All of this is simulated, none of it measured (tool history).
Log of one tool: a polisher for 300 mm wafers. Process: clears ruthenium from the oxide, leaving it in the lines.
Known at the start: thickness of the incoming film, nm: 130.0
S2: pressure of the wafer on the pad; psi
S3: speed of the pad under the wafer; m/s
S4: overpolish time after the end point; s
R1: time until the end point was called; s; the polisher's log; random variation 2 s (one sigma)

run 1 hour=0.0 | flow_of_slurry_(ml/min)=135 S2=2.4 S3=1.28 S4=21 | R1=81.657
run 2 hour=5.8 | flow_of_slurry_(ml/min)=135 S2=2.3 S3=1.28 S4=21 | R1=83.605
run 3 hour=14.1 | flow_of_slurry_(ml/min)=135 S2=2.3 S3=1.28 S4=23 | R1=86.865
run 4 hour=20.4 | flow_of_slurry_(ml/min)=135 S2=2.3 S3=1.28 S4=21 | R1=85.615
-- hour=29.3 worn pad replaced by a new one
run 5 hour=29.3 | flow_of_slurry_(ml/min)=135 S2=2.3 S3=1.28 S4=23 | R1=74.680
run 6 hour=36.9 | flow_of_slurry_(ml/min)=110 S2=2.3 S3=1.28 S4=23 | R1=76.175

The next listed run, before its measurement:
run 7 hour=43.6 | flow_of_slurry_(ml/min)=115 S2=2.2 S3=1.28 S4=23 | R1=?

{"run 7": {"R1": 79.839}}
